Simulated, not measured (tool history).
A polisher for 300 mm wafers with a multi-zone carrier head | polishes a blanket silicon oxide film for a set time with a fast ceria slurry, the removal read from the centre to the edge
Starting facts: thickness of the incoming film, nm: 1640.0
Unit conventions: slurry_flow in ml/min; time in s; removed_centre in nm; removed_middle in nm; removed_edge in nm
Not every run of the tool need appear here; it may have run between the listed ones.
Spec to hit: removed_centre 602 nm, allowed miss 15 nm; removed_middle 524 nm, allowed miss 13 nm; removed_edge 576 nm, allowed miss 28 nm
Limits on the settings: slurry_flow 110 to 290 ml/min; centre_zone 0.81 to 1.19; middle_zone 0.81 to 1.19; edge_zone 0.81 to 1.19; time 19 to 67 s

Run 1, hour 0: slurry_flow 185 ml/min, centre_zone 1, middle_zone 1, edge_zone 1, time 43 s. Result: removed_centre 464.46 nm, removed_middle 482.79 nm, removed_edge 496.47 nm.
Run 2, hour 2: slurry_flow 185 ml/min, centre_zone 1, middle_zone 1, edge_zone 1.07, time 43 s. Result: removed_centre 468.97 nm, removed_middle 477.97 nm, removed_edge 512.81 nm.
Run 3, hour 8.6: slurry_flow 185 ml/min, centre_zone 1, middle_zone 1, edge_zone 1.07, time 54 s. Result: removed_centre 592.67 nm, removed_middle 605.62 nm, removed_edge 630.86 nm.
Run 4, hour 11.1: slurry_flow 145 ml/min, centre_zone 1, middle_zone 1, edge_zone 1.07, time 54 s. Result: removed_centre 549.39 nm, removed_middle 569.16 nm, removed_edge 614.76 nm.
Run 5, hour 17: slurry_flow 150 ml/min, centre_zone 1.03, middle_zone 0.98, edge_zone 1.04, time 54 s. Result: removed_centre 573.83 nm, removed_middle 562.43 nm, removed_edge 603.53 nm.
Run 6, hour 26: slurry_flow 150 ml/min, centre_zone 1.05, middle_zone 0.97, edge_zone 1.03, time 54 s. Result: removed_centre 580.69 nm, removed_middle 556.1 nm, removed_edge 600.83 nm.
Run 7, hour 33.5: slurry_flow 150 ml/min, centre_zone 1.07, middle_zone 0.96, edge_zone 1.02, time 54 s. Result: removed_centre 589.63 nm, removed_middle 552.44 nm, removed_edge 598.7 nm.
Run 8, hour 40.7: slurry_flow 150 ml/min, centre_zone 1.08, middle_zone 0.95, edge_zone 1.01, time 54 s. Result: removed_centre 585.64 nm, removed_middle 547.29 nm, removed_edge 597.81 nm.
Run 9, hour 43.8: slurry_flow 150 ml/min, centre_zone 1.1, middle_zone 0.94, edge_zone 1, time 54 s. Result: removed_centre 599.12 nm, removed_middle 542.46 nm, removed_edge 584.47 nm.

Which single option among these 5 for the next run brings every result within its allowed miss of target? Just one does.
Run A, hour 46.9: slurry_flow 235 ml/min, centre_zone 1.07, middle_zone 0.99, edge_zone 0.95, time 48 s. Result: removed_centre ?, removed_middle ?, removed_edge ?.
Run B, hour 46.9: slurry_flow 110 ml/min, centre_zone 1.06, middle_zone 0.81, edge_zone 1.1, time 62 s. Result: removed_centre ?, removed_middle ?, removed_edge ?.
Run C, hour 46.9: slurry_flow 160 ml/min, centre_zone 1.03, middle_zone 0.98, edge_zone 1.02, time 53 s. Result: removed_centre ?, removed_middle ?, removed_edge ?.
Run D, hour 46.9: slurry_flow 170 ml/min, centre_zone 1.19, middle_zone 0.96, edge_zone 0.95, time 46 s. Result: removed_centre ?, removed_middle ?, removed_edge ?.
Run E, hour 46.9: slurry_flow 195 ml/min, centre_zone 1.08, middle_zone 0.89, edge_zone 0.97, time 51 s. Result: removed_centre ?, removed_middle ?, removed_edge ?.

move  removed_centre  removed_middle  removed_edge
   A          582.82          558.84        539.44
   B          601.46          506.87        654.96
   C           567.3          564.12        579.69
   D          569.43          487.92        493.44
   E           598.9          523.81        564.12
A: its largest miss is bigger than the last run's
B: the result that was furthest off in the last run now lies on the other side of its target
C: its largest miss is bigger than the last run's
D: the result that was furthest off in the last run now lies on the other side of its target
E: every result within its allowed miss
E meets every target.
